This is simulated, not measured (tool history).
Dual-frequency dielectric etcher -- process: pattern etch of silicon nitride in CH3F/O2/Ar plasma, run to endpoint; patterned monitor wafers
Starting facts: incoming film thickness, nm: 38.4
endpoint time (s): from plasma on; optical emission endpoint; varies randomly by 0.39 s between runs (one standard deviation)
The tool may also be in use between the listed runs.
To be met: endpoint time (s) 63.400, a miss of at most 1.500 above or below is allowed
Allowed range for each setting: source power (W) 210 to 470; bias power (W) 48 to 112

run,hour,source power (W),bias power (W),endpoint time (s)
1,0.0,340,80,54.765
2,3.4,380,80,51.465
3,12.1,360,79,53.626
4,15.2,420,79,48.640
5,17.8,420,89,46.856
6,26.8,390,87,49.446
7,31.1,370,86,50.772
8,33.1,310,70,60.722

Exercise: of the 5 proposed moves below, exactly one satisfies all targets within the stated allowed misses. Which move is it?
A,35.1,300,67,?
B,35.1,330,65,?
C,35.1,300,75,?
D,35.1,300,78,?
E,35.1,290,79,?

move,endpoint time (s)
A,64.019
B,60.891
C,61.454
D,60.574
E,61.652
A: each result inside its tolerance
B: nearer the targets than the last run, but a result is still out of spec
C: nearer the targets than the last run, but a result is still out of spec
D: lands further from the targets than the last run did
E: nearer the targets than the last run, but a result is still out of spec
A is the move that brings every result within its allowed miss.

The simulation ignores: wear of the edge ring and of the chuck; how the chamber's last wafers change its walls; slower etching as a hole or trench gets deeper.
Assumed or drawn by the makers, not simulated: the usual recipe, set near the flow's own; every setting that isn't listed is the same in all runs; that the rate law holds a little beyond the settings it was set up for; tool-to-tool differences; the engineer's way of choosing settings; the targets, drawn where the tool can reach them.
